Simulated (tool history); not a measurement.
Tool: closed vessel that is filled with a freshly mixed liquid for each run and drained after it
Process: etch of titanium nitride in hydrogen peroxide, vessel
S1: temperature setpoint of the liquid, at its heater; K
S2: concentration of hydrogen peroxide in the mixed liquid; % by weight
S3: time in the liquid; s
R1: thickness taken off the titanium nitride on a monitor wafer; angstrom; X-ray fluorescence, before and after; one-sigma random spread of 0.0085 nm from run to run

{"run": 1, "hour": 0.0, "S1": 324.15, "S2": 18.5, "S3": 30, "R1": 22.801}
{"run": 2, "hour": 8.1, "S1": 322.65, "S2": 18.5, "S3": 30, "R1": 20.629}
{"run": 3, "hour": 9.0, "S1": 316.65, "S2": 18.5, "S3": 30, "R1": 13.2}
{"run": 4, "hour": 13.0, "S1": 316.65, "S2": 22, "S3": 30, "R1": 14.089}
{"run": 5, "hour": 14.9, "S1": 316.15, "S2": 22, "S3": 30, "R1": 13.345}
{"run": 6, "hour": 19.9, "S1": 316.15, "S2": 19, "S3": 30, "R1": 12.87}
{"run": 7, "hour": 20.9, "S1": 316.15, "S2": 19, "S3": 30, "R1": 12.873}

What does the tool deliver on the next run?
{"run": 8, "hour": 29.7, "S1": 315.15, "S2": 19, "S3": 30, "R1": "?"}

{"run 8": {"R1": 11.969}}

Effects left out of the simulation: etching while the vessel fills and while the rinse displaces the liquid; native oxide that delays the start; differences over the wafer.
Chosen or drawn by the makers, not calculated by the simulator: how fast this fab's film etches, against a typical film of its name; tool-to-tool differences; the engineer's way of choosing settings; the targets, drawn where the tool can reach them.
